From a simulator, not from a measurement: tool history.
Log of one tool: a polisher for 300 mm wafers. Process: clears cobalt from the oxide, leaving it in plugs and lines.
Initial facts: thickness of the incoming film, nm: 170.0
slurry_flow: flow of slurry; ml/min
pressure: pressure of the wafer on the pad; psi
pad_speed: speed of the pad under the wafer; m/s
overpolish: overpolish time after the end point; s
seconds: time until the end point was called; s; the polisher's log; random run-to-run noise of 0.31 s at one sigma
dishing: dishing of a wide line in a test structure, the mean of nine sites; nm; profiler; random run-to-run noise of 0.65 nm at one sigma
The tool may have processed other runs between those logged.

run  hour  slurry_flow  pressure  pad_speed  overpolish  seconds  dishing
  1   0.0          165       2.2       1.26          19   30.026   35.976
  2   2.7          165       1.9       1.26          19   33.867   34.957
  3  10.2          205       1.9       1.26          19   32.327   35.911
  4  14.6          205       1.9       1.38          19   30.725   35.179
  5  19.8          205       2.1       1.40          19   27.830   35.353
  6  24.5          205       2.3       1.42          20   25.375   36.797
  7  28.1          205       2.4       1.44          20   24.521   37.338
  8  30.7          205       2.5       1.46          19   23.578   37.714

Expected results for the next run?
     35.1  -- head pressure recalibrated
  9  35.1          205       2.6       1.50          18        ?        ?

{"run 9": {"seconds": 20.495, "dishing": 37.064}}
